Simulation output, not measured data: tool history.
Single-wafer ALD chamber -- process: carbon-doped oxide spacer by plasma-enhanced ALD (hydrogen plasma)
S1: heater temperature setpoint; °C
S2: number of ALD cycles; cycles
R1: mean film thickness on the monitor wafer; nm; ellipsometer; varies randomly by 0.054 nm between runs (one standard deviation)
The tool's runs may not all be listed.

{"run": 1, "day": 0.0, "S1": 415, "S2": 336, "R1": 17.429}
{"run": 2, "day": 0.35, "S1": 407, "S2": 336, "R1": 17.825}
{"run": 3, "day": 0.517, "S1": 410, "S2": 324, "R1": 17.074}
{"run": 4, "day": 0.592, "S1": 410, "S2": 304, "R1": 16.026}
{"run": 5, "day": 0.867, "S1": 413, "S2": 299, "R1": 15.563}
{"day": 1.004, "done": "thermocouple changed; heater temperature recalibrated"}
{"run": 6, "day": 1.004, "S1": 415, "S2": 297, "R1": 15.562}
{"run": 7, "day": 1.288, "S1": 416, "S2": 293, "R1": 15.27}
{"run": 8, "day": 1.612, "S1": 417, "S2": 290, "R1": 15.054}
{"run": 9, "day": 1.833, "S1": 418, "S2": 288, "R1": 14.955}

Run 10 comes next. What will it give?
{"run": 10, "day": 2.175, "S1": 419, "S2": 286, "R1": "?"}

{"run 10": {"R1": 14.797}}

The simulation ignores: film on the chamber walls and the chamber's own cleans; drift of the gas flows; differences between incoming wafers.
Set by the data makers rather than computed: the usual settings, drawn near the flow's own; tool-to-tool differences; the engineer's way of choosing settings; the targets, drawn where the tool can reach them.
